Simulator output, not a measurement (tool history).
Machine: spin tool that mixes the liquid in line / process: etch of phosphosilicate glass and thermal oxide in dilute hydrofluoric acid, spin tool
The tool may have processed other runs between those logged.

run	hour	temperature setpoint of the liquid (°C)	parts of water to one part of 49 % hydrofluoric acid (parts by volume)	time under the liquid (s)	thickness taken off the phosphosilicate glass on a monitor wafer (Å)	thickness taken off the thermal oxide on a monitor wafer (Å)
1	0.0	22.0	210	40	278.97	7.3875
2	4.6	21.5	210	40	276.48	6.7655
3	7.9	25.0	210	40	313.12	7.4372
4	15.3	27.5	210	40	346.53	8.6303
5	20.3	27.5	210	35	299.51	7.2150
6	29.1	27.5	210	25	213.73	5.2959
7	36.0	28.0	210	25	217.93	5.4083

Forecast run 8:
8	40.8	28.5	210	25	?	?

thickness taken off the phosphosilicate glass on a monitor wafer (Å): 219.16
thickness taken off the thermal oxide on a monitor wafer (Å): 5.4454
